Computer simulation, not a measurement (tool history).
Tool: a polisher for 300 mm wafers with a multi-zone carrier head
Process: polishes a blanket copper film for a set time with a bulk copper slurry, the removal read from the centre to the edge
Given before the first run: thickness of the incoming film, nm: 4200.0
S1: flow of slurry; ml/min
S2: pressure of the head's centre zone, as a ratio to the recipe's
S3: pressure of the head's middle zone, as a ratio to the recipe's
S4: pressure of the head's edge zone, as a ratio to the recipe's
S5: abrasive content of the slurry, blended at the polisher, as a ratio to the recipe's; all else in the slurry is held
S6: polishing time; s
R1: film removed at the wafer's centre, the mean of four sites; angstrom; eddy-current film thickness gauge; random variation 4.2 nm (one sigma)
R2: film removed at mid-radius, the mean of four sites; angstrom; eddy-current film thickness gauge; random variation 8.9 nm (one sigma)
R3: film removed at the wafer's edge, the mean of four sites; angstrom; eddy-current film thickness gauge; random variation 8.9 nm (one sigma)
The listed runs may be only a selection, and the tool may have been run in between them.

run	hour	S1	S2	S3	S4	S5	S6	R1	R2	R3
1	0	190	1	1	1	1	57	5363.3	5479.4	5259.1
2	6.8	190	1	0.96	1	1	57	5331.2	5242.7	5199.1
3	7.5	200	1.01	1.02	1.04	1.1	57	5535.5	5709.4	5716.8
4	14.5	200	1.01	1.1	1.04	1.1	57	5577.1	6157.7	5590.4
5	15.1	200	1.01	1.1	1.1	1.1	57	5588	6161.4	5594.2
6	21.2	200	0.94	1.1	1.1	1.1	57	5192.3	6074.4	5690.1
7	23.7	215	0.96	1.12	1.1	1.2	57	5462.3	6470.3	5994.7
8	24.6	230	0.98	1.14	1.1	1.25	57	5714.1	6544	5865.6
9	27.5	225	0.98	1.15	1.1	1.3	58	5849.5	6796.4	6100.8
10	35.4	225	0.98	1.15	1.1	1.3	58	5852	6858.2	5948.3
11	37.2	230	0.98	1.15	1.12	1.35	59	6050	7097.8	6418.3

Run 12, settings as shown, results not yet in. Your forecast:
12	43.5	230	0.98	1.15	1.12	1.35	59	?	?	?

Run 12 yielded R1 6025.2 angstrom, R2 7143.4 angstrom, R3 6290.1 angstrom.
